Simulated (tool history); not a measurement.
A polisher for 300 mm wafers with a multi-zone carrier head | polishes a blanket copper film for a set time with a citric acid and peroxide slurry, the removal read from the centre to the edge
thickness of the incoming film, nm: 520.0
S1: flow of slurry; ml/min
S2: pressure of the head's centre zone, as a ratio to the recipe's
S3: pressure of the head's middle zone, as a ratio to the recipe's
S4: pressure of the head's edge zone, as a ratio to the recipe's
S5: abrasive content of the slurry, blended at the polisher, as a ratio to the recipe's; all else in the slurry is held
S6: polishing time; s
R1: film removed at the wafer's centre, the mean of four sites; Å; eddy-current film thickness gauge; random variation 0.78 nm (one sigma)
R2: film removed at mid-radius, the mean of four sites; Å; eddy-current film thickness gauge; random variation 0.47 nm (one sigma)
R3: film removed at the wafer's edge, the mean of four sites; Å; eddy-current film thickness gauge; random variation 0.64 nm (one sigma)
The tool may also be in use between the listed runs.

run	hour	S1	S2	S3	S4	S5	S6	R1	R2	R3
1	0	300	1	1	1	1	45	668.1	657.19	660.75
2	4.4	300	1.03	1	1	1	45	681.88	658.21	659.23
3	8.4	305	1.01	0.99	1.04	1.05	45	671.68	665.53	677.23
4	12.1	305	1.01	1.03	1.04	1.05	45	680.88	684	684.48
5	13.1	305	1.01	1.03	1.04	1.05	38	578.73	583.62	575.83
6	16.2	305	1.01	0.97	1.04	1.05	38	585.66	554.01	579.88
7	18.1	305	1	0.96	1.07	1.15	39	594.58	581.47	619.83
8	19.8	305	1	0.95	1.09	1.2	40	629.89	588.56	643.83
9	26.2	325	0.9	0.98	1.19	1.45	45	668.3	728.46	812.41
10	28.9	320	0.91	0.97	1.18	1.45	45	671.29	723.35	792.81
11	37.1	315	0.91	0.96	1.18	1.45	45	664.59	708.44	787.97

Run 12 comes next. What will it give?
12	42.6	315	0.91	0.95	1.18	1.45	45	?	?	?

R1: 677.39 Å
R2: 702.63 Å
R3: 803.01 Å
